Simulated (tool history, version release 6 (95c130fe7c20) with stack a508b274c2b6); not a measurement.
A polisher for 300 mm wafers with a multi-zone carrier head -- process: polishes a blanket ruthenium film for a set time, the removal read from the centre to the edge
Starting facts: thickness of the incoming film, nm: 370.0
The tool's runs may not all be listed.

run	hour	flow of slurry (ml/min)	pressure of the head's centre zone	pressure of the head's middle zone	pressure of the head's edge zone	polishing time (s)	film removed at the wafer's centre (Å)	film removed at mid-radius (Å)	film removed at the wafer's edge (Å)
1	0	120	1	1	1	36	325.13	331.18	327.56
2	2.5	120	1.07	1	1	36	347.93	337.04	327.1
3	3.9	120	1.07	0.97	1	36	348.56	324.05	328.27
4	11.1	135	1.1	0.95	1.05	41	421.88	383.05	398.68
5	19.4	145	1.13	0.92	1.07	44	472.41	390.02	424.85
6	27.2	145	1.13	0.97	1.07	44	474.19	420.45	414.17
7	31.2	145	1.14	0.94	1.09	47	499.75	426.72	465.3
8	32.3	150	1.16	0.93	1.1	49	545.63	451.67	475.64

Run 9 comes next. What will it give?
9	34.9	155	1.16	0.91	1.12	51	?	?	?

Run 9 measured film removed at the wafer's centre (Å) 565.13, film removed at mid-radius (Å) 467.99, film removed at the wafer's edge (Å) 511.38.
